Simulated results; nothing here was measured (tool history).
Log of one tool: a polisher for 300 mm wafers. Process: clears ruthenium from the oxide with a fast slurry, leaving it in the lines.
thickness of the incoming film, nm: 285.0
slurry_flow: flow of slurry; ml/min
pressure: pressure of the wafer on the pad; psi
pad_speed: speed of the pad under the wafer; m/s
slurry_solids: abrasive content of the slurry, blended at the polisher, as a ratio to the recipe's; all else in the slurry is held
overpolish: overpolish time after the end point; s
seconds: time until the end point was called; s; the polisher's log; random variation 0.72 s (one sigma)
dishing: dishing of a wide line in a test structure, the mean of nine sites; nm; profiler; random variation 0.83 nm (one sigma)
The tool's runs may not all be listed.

run,hour,slurry_flow,pressure,pad_speed,slurry_solids,overpolish,seconds,dishing
1,0.0,175,2.1,1.30,1.00,24,71.701,57.684
2,7.6,200,2.1,1.30,1.00,24,72.254,59.479
3,8.4,200,2.1,1.30,1.00,18,71.524,44.921
4,16.0,200,2.1,1.54,1.00,18,61.396,53.678
5,20.1,195,2.2,1.52,1.05,15,57.579,47.398
6,22.3,195,2.3,1.52,1.05,13,54.520,46.654
7,30.0,195,2.3,1.52,1.05,12,55.124,39.436

Forecast run 8:
8,36.9,195,2.4,1.52,1.05,12,?,?

seconds: 53.026 s
dishing: 43.470 nm
